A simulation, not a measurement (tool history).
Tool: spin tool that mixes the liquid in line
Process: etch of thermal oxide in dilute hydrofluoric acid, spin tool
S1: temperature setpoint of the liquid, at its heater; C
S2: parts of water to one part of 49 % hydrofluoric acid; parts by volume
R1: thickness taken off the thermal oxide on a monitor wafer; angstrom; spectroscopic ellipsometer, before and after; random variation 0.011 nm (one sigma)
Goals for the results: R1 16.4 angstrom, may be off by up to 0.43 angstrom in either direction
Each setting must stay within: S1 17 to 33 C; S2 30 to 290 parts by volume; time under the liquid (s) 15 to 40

{"run": 1, "hour": 0.0, "S1": 25, "S2": 160, "time under the liquid (s)": 40, "R1": 9.5096}
{"run": 2, "hour": 1.7, "S1": 25, "S2": 120, "time under the liquid (s)": 40, "R1": 13.517}
{"run": 3, "hour": 4.0, "S1": 25.5, "S2": 120, "time under the liquid (s)": 40, "R1": 13.826}
{"run": 4, "hour": 7.3, "S1": 26, "S2": 120, "time under the liquid (s)": 40, "R1": 13.901}
{"run": 5, "hour": 14.4, "S1": 26.5, "S2": 120, "time under the liquid (s)": 40, "R1": 14.111}
{"run": 6, "hour": 17.4, "S1": 29, "S2": 120, "time under the liquid (s)": 40, "R1": 15.602}
{"run": 7, "hour": 26.1, "S1": 29.5, "S2": 120, "time under the liquid (s)": 40, "R1": 15.886}
{"hour": 29.5, "done": "hydrofluoric acid flow meter replaced"}
{"run": 8, "hour": 29.5, "S1": 30, "S2": 120, "time under the liquid (s)": 40, "R1": 18.426}
{"run": 9, "hour": 31.6, "S1": 29, "S2": 120, "time under the liquid (s)": 40, "R1": 17.948}
{"run": 10, "hour": 36.5, "S1": 28.5, "S2": 120, "time under the liquid (s)": 40, "R1": 17.759}
{"run": 11, "hour": 40.7, "S1": 28, "S2": 120, "time under the liquid (s)": 40, "R1": 17.352}

Next run, 4 choices. One meets every target within its allowed miss, the rest don't. Which?
{"run": "A", "hour": 44.9, "S1": 31, "S2": 115, "time under the liquid (s)": 30, "R1": "?"}
{"run": "B", "hour": 44.9, "S1": 22.5, "S2": 110, "time under the liquid (s)": 40, "R1": "?"}
{"run": "C", "hour": 44.9, "S1": 30, "S2": 140, "time under the liquid (s)": 40, "R1": "?"}
{"run": "D", "hour": 44.9, "S1": 26.5, "S2": 120, "time under the liquid (s)": 40, "R1": "?"}

move=A R1=15.196
move=B R1=15.4
move=C R1=15.507
move=D R1=16.301
A: takes the biggest miss from the last run beyond its target
B: takes the biggest miss from the last run beyond its target
C: takes the biggest miss from the last run beyond its target
D: all results land within tolerance of their targets
Go with D: it meets all targets.
